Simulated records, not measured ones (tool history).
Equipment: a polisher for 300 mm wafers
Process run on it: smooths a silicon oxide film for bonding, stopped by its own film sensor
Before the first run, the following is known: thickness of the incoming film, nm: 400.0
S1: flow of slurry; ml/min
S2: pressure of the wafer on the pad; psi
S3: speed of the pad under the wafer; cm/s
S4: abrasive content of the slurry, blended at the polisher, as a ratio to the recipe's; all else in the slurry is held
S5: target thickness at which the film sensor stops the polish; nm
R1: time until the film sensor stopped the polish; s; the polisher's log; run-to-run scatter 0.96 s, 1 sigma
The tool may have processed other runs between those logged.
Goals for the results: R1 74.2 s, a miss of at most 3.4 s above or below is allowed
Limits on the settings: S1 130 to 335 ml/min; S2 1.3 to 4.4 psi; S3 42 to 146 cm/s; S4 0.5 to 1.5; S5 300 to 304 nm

run	hour	S1	S2	S3	S4	S5	R1
1	0	215	2.8	94	1	304	124.9
2	6.2	215	2.8	94	1.1	304	122.2
3	11.1	215	2.8	94	1.1	300	125.63
4	18	265	2.8	94	1.1	300	122.39
5	26	300	2.8	94	1.1	300	122.36
6	27.8	300	2.8	76	1.1	300	146.41
7	34.7	300	3	78	1.1	300	130.88
8	37.6	300	3.2	78	1.1	300	124.7
# hour 42.9: worn pad replaced by a new one
9	42.9	300	3.3	80	1.1	300	105.16
10	47	300	3.4	80	1.1	300	102.67
11	53.4	300	3.5	80	1.1	300	98.805
12	60.5	300	4.3	82	1.1	300	79.449

4 next moves are on the table. One of them brings every result within its allowed miss. Which?
A	67.6	285	4.3	76	1.05	302	?
B	67.6	315	4.1	90	1.15	302	?
C	67.6	295	3.6	92	1.25	300	?
D	67.6	310	4.3	76	1.2	300	?

move	R1
A	85.098
B	75.411
C	84.148
D	82.95
A: moves away from the targets compared with the last run
B: every result lands within tolerance
C: moves away from the targets compared with the last run
D: moves away from the targets compared with the last run
The right move is B.

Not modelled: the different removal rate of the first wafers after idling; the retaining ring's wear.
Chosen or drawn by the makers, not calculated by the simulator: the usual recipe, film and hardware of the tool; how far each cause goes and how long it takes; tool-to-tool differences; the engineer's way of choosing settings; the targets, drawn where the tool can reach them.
